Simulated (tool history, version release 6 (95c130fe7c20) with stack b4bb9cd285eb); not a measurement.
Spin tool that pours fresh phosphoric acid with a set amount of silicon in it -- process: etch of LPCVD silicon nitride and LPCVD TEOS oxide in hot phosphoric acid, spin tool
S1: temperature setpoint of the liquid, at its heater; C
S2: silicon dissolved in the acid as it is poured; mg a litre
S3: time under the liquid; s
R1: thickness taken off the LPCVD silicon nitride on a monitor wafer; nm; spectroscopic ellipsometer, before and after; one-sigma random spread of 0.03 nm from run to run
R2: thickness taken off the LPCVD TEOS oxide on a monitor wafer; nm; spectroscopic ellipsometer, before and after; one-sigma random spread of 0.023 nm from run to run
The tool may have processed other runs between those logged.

run 1 day=0 | S1=162 S2=10 S3=180 | R1=18.159 R2=0.54829
run 2 day=0.092 | S1=161.5 S2=8.5 S3=170 | R1=16.751 R2=0.49482
run 3 day=0.392 | S1=161.5 S2=3 S3=170 | R1=16.734 R2=0.52715
run 4 day=0.754 | S1=161.5 S2=2.5 S3=160 | R1=15.822 R2=0.50351
run 5 day=0.779 | S1=161.5 S2=2 S3=150 | R1=14.804 R2=0.44903
-- day=1.15 dissolved silicon flow meter replaced
run 6 day=1.15 | S1=161.5 S2=2 S3=110 | R1=10.854 R2=0.37546

Run 7 is up next; what results do you expect?
run 7 day=1.408 | S1=161.5 S2=1.5 S3=110 | R1=? R2=?

Logged for run 7: R1 10.803 nm, R2 0.36391 nm.
